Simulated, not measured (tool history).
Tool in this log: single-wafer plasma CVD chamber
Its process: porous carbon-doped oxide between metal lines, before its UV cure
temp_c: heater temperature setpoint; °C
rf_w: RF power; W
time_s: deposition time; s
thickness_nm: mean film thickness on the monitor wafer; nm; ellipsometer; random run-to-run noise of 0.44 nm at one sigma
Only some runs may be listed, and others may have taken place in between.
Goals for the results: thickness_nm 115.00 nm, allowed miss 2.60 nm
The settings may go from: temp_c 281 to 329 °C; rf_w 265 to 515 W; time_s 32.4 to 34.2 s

run	day	temp_c	rf_w	time_s	thickness_nm
1	0.000	305	390	34.2	142.88
2	0.204	311	370	34.1	131.85
3	0.433	311	410	34.1	142.44
4	0.612	311	355	34.1	128.13
5	0.692	315	350	34.1	124.11
6	0.788	315	350	34.2	124.61
7	0.854	318	345	34.2	121.05
8	0.996	320	345	34.2	121.31
9	1.171	322	340	34.2	117.90

5 next moves are on the table. One of them brings every result within its allowed miss. Which?
A	1.346	329	325	34.2	?
B	1.346	320	360	34.2	?
C	1.346	329	340	32.4	?
D	1.346	317	340	32.8	?
E	1.346	309	340	34.2	?

move	thickness_nm
A	110.79
B	124.76
C	108.86
D	116.17
E	125.57
A: moves the result that the last run missed by most past its target, out the other side
B: lands further from the targets than the last run did
C: moves the result that the last run missed by most past its target, out the other side
D: all results land within tolerance of their targets
E: lands further from the targets than the last run did
Answer: D

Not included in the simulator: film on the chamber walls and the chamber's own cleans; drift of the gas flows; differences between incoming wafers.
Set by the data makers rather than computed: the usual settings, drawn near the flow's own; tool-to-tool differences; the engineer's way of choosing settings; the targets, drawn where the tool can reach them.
